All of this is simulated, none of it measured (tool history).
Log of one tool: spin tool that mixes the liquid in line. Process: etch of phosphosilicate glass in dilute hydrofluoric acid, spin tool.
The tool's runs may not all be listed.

run	hour	temperature setpoint of the liquid (C)	parts of water to one part of 49 % hydrofluoric acid (parts by volume)	time under the liquid (s)	thickness taken off the phosphosilicate glass on a monitor wafer (Å)
1	0.0	24	240	85	517.11
2	5.3	26	220	85	616.65
3	8.6	26	170	85	846.59
4	13.5	26	250	85	525.19
5	21.4	26	170	85	848.42
6	25.7	26	170	90	895.77
7	34.7	27	170	90	929.51
8	40.5	28	170	90	963.72

For run 9, what comes out?
9	41.9	29	170	90	?

Logged for run 9: thickness taken off the phosphosilicate glass on a monitor wafer (Å) 1002.70.
